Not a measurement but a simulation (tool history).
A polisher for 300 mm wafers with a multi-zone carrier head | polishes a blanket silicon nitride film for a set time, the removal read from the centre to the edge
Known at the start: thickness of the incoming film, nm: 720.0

run  hour  flow of slurry (ml/min)  pressure of the head's centre zone  pressure of the head's middle zone  pressure of the head's edge zone  polishing time (s)  film removed at the wafer's centre (Å)  film removed at mid-radius (Å)  film removed at the wafer's edge (Å)
  1     0                      205                                   1                                   1                                 1                  36                                  470.03                          478.27                                475.36
  2   2.5                      205                                1.04                                0.99                              0.95                  34                                  476.17                           450.2                                445.56
  3   7.9                      205                                1.04                                0.99                              0.98                  34                                  472.52                          445.66                                452.64
  4    10                      205                                1.06                                   1                              0.93                  32                                  461.58                           413.8                                408.22
  5  13.3                      205                                1.06                                0.93                              0.93                  32                                  459.35                          390.12                                411.16
  6  14.3                      200                                1.06                                0.95                              0.89                  32                                  449.79                           401.5                                401.91
     17.7  -- slurry nozzle cleaned
  7  17.7                      200                                1.06                                0.95                              0.89                  32                                  477.56                          431.14                                418.47

The next listed run, before its measurement:
  8    21                      200                                1.08                                0.97                              0.89                  31                                       ?                               ?                                     ?

film removed at the wafer's centre (Å): 488.32
film removed at mid-radius (Å): 419.21
film removed at the wafer's edge (Å): 403.23
